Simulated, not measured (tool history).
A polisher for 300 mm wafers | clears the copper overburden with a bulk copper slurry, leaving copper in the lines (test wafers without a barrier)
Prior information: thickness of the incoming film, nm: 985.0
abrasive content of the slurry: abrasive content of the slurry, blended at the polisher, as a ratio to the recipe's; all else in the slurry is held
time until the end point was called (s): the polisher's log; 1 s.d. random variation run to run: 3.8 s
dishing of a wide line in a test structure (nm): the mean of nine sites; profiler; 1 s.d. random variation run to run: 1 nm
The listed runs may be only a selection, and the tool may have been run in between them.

run  hour  flow of slurry (ml/min)  pressure of the wafer on the pad (psi)  speed of the pad under the wafer (cm/s)  abrasive content of the slurry  overpolish time after the end point (s)  time until the end point was called (s)  dishing of a wide line in a test structure (nm)
  1     0                      210                                     2.7                                      104                               1                                       21                                      110                                           105.34
  2   7.8                      210                                     3.3                                      104                               1                                       21                                   89.341                                           120.15
  3   9.6                      210                                       3                                      100                               1                                       21                                   103.09                                           112.83
  4  13.3                      210                                       3                                      100                               1                                       28                                   107.01                                           126.98
     15.6  -- slurry nozzle cleaned
  5  15.6                      175                                       3                                      100                               1                                       28                                   102.76                                           133.98
  6  16.1                      180                                     2.7                                       98                               1                                       27                                   110.75                                           122.61
  7  16.7                      190                                     2.5                                       94                               1                                       27                                   126.68                                           112.24
  8  21.4                      195                                     2.3                                       92                               1                                       27                                    136.7                                           108.17
  9    27                      195                                     2.1                                       88                               1                                       26                                   149.33                                            95.19
 10  34.7                      195                                       2                                       86                               1                                       26                                   158.35                                           89.268
 11  40.4                      195                                     1.9                                       84                               1                                       26                                   177.81                                           88.556
 12  41.1                      195                                     1.8                                       84                               1                                       26                                    178.3                                           83.346

The next listed run, before its measurement:
 13  49.8                      195                                     1.7                                       84                               1                                       26                                        ?                                                ?

time until the end point was called (s): 187.94
dishing of a wide line in a test structure (nm): 81.723

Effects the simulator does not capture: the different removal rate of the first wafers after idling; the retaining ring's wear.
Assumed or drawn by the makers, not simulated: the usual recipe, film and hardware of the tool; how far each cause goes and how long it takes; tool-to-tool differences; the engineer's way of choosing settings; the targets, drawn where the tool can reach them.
